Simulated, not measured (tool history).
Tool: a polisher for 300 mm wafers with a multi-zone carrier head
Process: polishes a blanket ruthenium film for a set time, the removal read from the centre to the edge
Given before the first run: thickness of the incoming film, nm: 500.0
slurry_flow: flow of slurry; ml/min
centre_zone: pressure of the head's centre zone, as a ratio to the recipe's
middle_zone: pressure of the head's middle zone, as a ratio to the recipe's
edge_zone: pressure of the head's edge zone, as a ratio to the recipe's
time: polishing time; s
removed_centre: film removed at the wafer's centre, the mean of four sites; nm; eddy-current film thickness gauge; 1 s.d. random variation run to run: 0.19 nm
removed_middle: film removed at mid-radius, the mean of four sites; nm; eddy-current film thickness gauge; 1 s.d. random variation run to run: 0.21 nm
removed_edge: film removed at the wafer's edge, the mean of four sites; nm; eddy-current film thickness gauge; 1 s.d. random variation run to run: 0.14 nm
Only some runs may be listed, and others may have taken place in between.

Run 1, hour 0: slurry_flow 240 ml/min, centre_zone 1, middle_zone 1, edge_zone 1, time 30 s. Result: removed_centre 35.066 nm, removed_middle 35.013 nm, removed_edge 36.319 nm.
Run 2, hour 0.9: slurry_flow 230 ml/min, centre_zone 1, middle_zone 0.96, edge_zone 0.96, time 27 s. Result: removed_centre 31.247 nm, removed_middle 30.478 nm, removed_edge 31.554 nm.
Run 3, hour 2.6: slurry_flow 220 ml/min, centre_zone 1, middle_zone 0.92, edge_zone 0.95, time 25 s. Result: removed_centre 28.182 nm, removed_middle 26.977 nm, removed_edge 29.054 nm.
Run 4, hour 7.4: slurry_flow 220 ml/min, centre_zone 1, middle_zone 0.92, edge_zone 0.95, time 31 s. Result: removed_centre 35.737 nm, removed_middle 34.234 nm, removed_edge 36.25 nm.
Run 5, hour 8.2: slurry_flow 170 ml/min, centre_zone 1, middle_zone 0.92, edge_zone 0.95, time 31 s. Result: removed_centre 34.823 nm, removed_middle 32.589 nm, removed_edge 35.817 nm.
Run 6, hour 15: slurry_flow 165 ml/min, centre_zone 1.01, middle_zone 0.9, edge_zone 0.92, time 28 s. Result: removed_centre 31.561 nm, removed_middle 28.992 nm, removed_edge 31.666 nm.
Run 7, hour 21.3: slurry_flow 165 ml/min, centre_zone 1.01, middle_zone 0.9, edge_zone 0.92, time 28 s. Result: removed_centre 31.545 nm, removed_middle 29.309 nm, removed_edge 31.675 nm.
Run 8, hour 23: slurry_flow 160 ml/min, centre_zone 1.02, middle_zone 0.88, edge_zone 0.91, time 25 s. Result: removed_centre 28.33 nm, removed_middle 25.269 nm, removed_edge 28.333 nm.
Run 9, hour 31: slurry_flow 165 ml/min, centre_zone 1.02, middle_zone 0.87, edge_zone 0.89, time 23 s. Result: removed_centre 26.075 nm, removed_middle 23.215 nm, removed_edge 25.521 nm.
Run 10, hour 38.5: slurry_flow 165 ml/min, centre_zone 1.02, middle_zone 0.87, edge_zone 0.89, time 23 s. Result: removed_centre 26.064 nm, removed_middle 23.138 nm, removed_edge 25.961 nm.
Run 11, hour 41: slurry_flow 170 ml/min, centre_zone 1.02, middle_zone 0.86, edge_zone 0.87, time 22 s. Result: removed_centre 25.55 nm, removed_middle 22.242 nm, removed_edge 24.309 nm.

Run 12, settings as shown, results not yet in. Your forecast:
Run 12, hour 41.7: slurry_flow 150 ml/min, centre_zone 0.96, middle_zone 0.81, edge_zone 0.85, time 20 s. Result: removed_centre ?, removed_middle ?, removed_edge ?.

{"run 12": {"removed_centre": 20.857, "removed_middle": 18.913, "removed_edge": 21.829}}

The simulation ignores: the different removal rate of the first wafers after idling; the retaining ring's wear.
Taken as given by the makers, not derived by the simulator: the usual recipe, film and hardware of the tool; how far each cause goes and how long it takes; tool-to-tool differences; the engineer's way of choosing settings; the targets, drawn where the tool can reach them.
